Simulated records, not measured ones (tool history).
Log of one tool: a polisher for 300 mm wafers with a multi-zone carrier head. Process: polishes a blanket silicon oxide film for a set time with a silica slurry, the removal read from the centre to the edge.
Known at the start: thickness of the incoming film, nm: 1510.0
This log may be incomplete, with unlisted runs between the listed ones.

run	hour	flow of slurry (ml/min)	pressure of the head's centre zone	pressure of the head's middle zone	pressure of the head's edge zone	abrasive content of the slurry	polishing time (s)	film removed at the wafer's centre (Å)	film removed at mid-radius (Å)	film removed at the wafer's edge (Å)
1	0.0	175	1.00	1.00	1.00	1.0	68	1254.5	1231.1	1228.5
2	8.7	145	1.00	1.00	1.00	1.0	68	1185.3	1209.5	1225.0
3	17.5	125	1.00	1.00	1.00	1.0	68	1150.5	1173.4	1192.4
4	22.7	125	1.00	0.92	1.00	1.0	68	1140.8	1108.5	1176.4
5	27.5	125	1.06	0.92	1.00	1.0	68	1217.8	1099.1	1196.5
6	36.1	125	1.06	0.92	0.92	1.0	68	1219.6	1115.3	1144.9
7	42.1	145	1.07	0.95	0.93	1.0	68	1248.0	1176.5	1188.3

The next listed run, before its measurement:
8	42.8	165	1.10	0.96	0.92	1.0	68	?	?	?

{"run 8": {"film removed at the wafer's centre (Å)": 1329.5, "film removed at mid-radius (Å)": 1187.8, "film removed at the wafer's edge (Å)": 1183.6}}

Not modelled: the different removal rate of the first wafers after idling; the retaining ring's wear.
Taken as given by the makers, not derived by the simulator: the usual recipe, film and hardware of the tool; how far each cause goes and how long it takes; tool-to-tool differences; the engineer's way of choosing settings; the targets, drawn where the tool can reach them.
